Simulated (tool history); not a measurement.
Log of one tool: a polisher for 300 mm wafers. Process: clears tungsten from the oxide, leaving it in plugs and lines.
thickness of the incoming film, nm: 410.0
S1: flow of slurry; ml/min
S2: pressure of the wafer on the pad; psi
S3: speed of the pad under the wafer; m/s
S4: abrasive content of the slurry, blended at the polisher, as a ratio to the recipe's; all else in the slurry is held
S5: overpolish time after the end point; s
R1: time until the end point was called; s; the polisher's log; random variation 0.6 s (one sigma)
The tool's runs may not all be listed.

run	day	S1	S2	S3	S4	S5	R1
1	0.000	310	3.3	1.02	1.0	49	93.514
2	0.125	310	3.6	1.02	1.0	49	84.962
3	0.408	310	3.6	1.02	1.0	49	86.887
4	0.479	310	3.6	1.02	1.0	52	85.467
5	0.683	310	3.6	1.26	1.0	52	70.616
6	0.908	310	3.6	1.44	1.0	52	64.044
7	1.258	310	3.7	1.44	1.0	52	62.703

Run 8 comes next. What will it give?
8	1.333	310	3.8	1.44	1.0	52	?

Run 8 gave R1 60.786 s.
